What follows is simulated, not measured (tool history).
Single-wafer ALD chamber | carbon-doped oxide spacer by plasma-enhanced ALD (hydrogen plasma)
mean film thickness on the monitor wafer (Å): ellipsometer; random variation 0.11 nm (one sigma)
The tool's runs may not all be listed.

run	hour	heater temperature setpoint (°C)	number of ALD cycles (cycles)	mean film thickness on the monitor wafer (Å)
1	0	415	514	223.72
2	4.1	406	514	230.52
3	9.5	404	533	239.48
4	12.4	404	587	265.82
5	19	403	591	268.39
6	25.8	409	591	260.67

Run 7 comes next. What will it give?
7	34.7	407	595	?

Run 7 gave mean film thickness on the monitor wafer (Å) 266.
